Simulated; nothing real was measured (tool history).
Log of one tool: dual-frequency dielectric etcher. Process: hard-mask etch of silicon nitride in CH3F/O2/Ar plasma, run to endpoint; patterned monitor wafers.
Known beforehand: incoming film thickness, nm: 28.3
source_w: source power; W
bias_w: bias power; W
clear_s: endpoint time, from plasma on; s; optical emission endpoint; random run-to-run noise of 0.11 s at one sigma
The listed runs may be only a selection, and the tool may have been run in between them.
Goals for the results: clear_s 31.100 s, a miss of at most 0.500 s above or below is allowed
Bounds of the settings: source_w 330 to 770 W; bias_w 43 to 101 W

run  hour  source_w  bias_w  clear_s
  1   0.0       550      72   36.151
  2   4.4       550      63   38.245
  3   7.5       580      65   36.784
  4   8.2       630      65   35.598
  5  12.7       650      66   34.955
  6  15.4       670      67   34.175
  7  22.7       690      68   33.703
  8  29.4       700      69   33.237
  9  37.0       710      70   32.875
 10  43.0       720      71   32.482
 11  51.8       730      71   32.270

Of the 4 settings listed for the next run, only one would bring every result within its allowed miss of target. Which one?
  A  60.6       700      70        ?
  B  60.6       610      75        ?
  C  60.6       750      71        ?
  D  60.6       750      77        ?

move  clear_s
   A   33.035
   B   34.150
   C   31.899
   D   30.937
A: moves away from the targets compared with the last run
B: moves away from the targets compared with the last run
C: nearer than the last run, and not there yet
D: hits every target within its allowed miss
The move that meets every target is D.
